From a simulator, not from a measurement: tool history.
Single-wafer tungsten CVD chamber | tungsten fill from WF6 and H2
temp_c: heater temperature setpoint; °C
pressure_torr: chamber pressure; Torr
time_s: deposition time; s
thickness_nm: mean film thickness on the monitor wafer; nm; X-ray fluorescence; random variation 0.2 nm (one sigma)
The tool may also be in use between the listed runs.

run 1 hour=0 | temp_c=385 pressure_torr=28.9 time_s=19.4 | thickness_nm=45.677
run 2 hour=3.9 | temp_c=391 pressure_torr=29 time_s=19.4 | thickness_nm=51.713
run 3 hour=7.1 | temp_c=391 pressure_torr=26.8 time_s=19.4 | thickness_nm=50.521
run 4 hour=14.9 | temp_c=395 pressure_torr=26.9 time_s=19.4 | thickness_nm=54.647
run 5 hour=17.9 | temp_c=387 pressure_torr=26.9 time_s=19.4 | thickness_nm=46.371
run 6 hour=22.1 | temp_c=387 pressure_torr=24.4 time_s=19.4 | thickness_nm=44.786

The next listed run, before its measurement:
run 7 hour=26.8 | temp_c=393 pressure_torr=24.5 time_s=19.4 | thickness_nm=?

Run 7 gave thickness_nm 50.831 nm.
